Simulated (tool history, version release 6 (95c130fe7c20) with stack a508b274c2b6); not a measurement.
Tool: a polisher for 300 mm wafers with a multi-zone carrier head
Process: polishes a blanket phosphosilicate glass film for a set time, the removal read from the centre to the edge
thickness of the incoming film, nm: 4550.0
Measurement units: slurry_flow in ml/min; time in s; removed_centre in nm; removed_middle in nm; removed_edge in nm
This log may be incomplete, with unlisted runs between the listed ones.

run 1 hour=0.0 | slurry_flow=175 centre_zone=1.00 middle_zone=1.00 edge_zone=1.00 slurry_solids=1.00 time=39 | removed_centre=395.89 removed_middle=399.34 removed_edge=408.81
run 2 hour=4.4 | slurry_flow=170 centre_zone=1.03 middle_zone=1.01 edge_zone=0.95 slurry_solids=0.95 time=39 | removed_centre=405.12 removed_middle=387.64 removed_edge=388.61
run 3 hour=9.0 | slurry_flow=165 centre_zone=1.03 middle_zone=1.03 edge_zone=0.91 slurry_solids=0.90 time=39 | removed_centre=398.86 removed_middle=380.75 removed_edge=366.75
run 4 hour=11.2 | slurry_flow=165 centre_zone=1.03 middle_zone=0.98 edge_zone=0.91 slurry_solids=0.90 time=39 | removed_centre=389.76 removed_middle=369.74 removed_edge=373.91
run 5 hour=16.6 | slurry_flow=165 centre_zone=0.95 middle_zone=0.98 edge_zone=0.91 slurry_solids=0.90 time=39 | removed_centre=359.50 removed_middle=367.51 removed_edge=368.25
run 6 hour=21.3 | slurry_flow=170 centre_zone=0.98 middle_zone=1.00 edge_zone=0.89 slurry_solids=0.85 time=39 | removed_centre=363.75 removed_middle=369.89 removed_edge=360.97

What will run 7 give?
run 7 hour=25.7 | slurry_flow=195 centre_zone=1.08 middle_zone=1.04 edge_zone=0.81 slurry_solids=0.70 time=38 | removed_centre=? removed_middle=? removed_edge=?

Run 7 yielded removed_centre 366.18 nm, removed_middle 341.18 nm, removed_edge 306.77 nm.

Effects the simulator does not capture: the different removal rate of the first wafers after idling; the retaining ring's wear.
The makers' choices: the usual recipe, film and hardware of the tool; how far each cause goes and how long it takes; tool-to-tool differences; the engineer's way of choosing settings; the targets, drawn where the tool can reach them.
